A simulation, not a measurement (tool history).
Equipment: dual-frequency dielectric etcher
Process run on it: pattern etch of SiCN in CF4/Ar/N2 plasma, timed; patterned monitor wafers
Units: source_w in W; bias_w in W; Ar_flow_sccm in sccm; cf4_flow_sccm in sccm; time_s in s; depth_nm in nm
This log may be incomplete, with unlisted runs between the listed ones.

{"run": 1, "hour": 0.0, "source_w": 470, "bias_w": 50, "Ar_flow_sccm": 104, "cf4_flow_sccm": 55, "time_s": 219, "depth_nm": 162.24}
{"run": 2, "hour": 2.5, "source_w": 470, "bias_w": 57, "Ar_flow_sccm": 104, "cf4_flow_sccm": 55, "time_s": 219, "depth_nm": 167.98}
{"run": 3, "hour": 6.7, "source_w": 440, "bias_w": 57, "Ar_flow_sccm": 104, "cf4_flow_sccm": 55, "time_s": 219, "depth_nm": 159.21}
{"run": 4, "hour": 11.9, "source_w": 440, "bias_w": 57, "Ar_flow_sccm": 95, "cf4_flow_sccm": 55, "time_s": 219, "depth_nm": 158.79}
{"run": 5, "hour": 16.5, "source_w": 440, "bias_w": 57, "Ar_flow_sccm": 95, "cf4_flow_sccm": 55, "time_s": 219, "depth_nm": 159.09}
{"run": 6, "hour": 19.7, "source_w": 440, "bias_w": 57, "Ar_flow_sccm": 95, "cf4_flow_sccm": 52, "time_s": 219, "depth_nm": 157.76}
{"run": 7, "hour": 27.2, "source_w": 420, "bias_w": 57, "Ar_flow_sccm": 95, "cf4_flow_sccm": 52, "time_s": 219, "depth_nm": 151.23}

Run 8 is up next; what results do you expect?
{"run": 8, "hour": 33.9, "source_w": 400, "bias_w": 57, "Ar_flow_sccm": 95, "cf4_flow_sccm": 52, "time_s": 219, "depth_nm": "?"}

{"run 8": {"depth_nm": 142.41}}

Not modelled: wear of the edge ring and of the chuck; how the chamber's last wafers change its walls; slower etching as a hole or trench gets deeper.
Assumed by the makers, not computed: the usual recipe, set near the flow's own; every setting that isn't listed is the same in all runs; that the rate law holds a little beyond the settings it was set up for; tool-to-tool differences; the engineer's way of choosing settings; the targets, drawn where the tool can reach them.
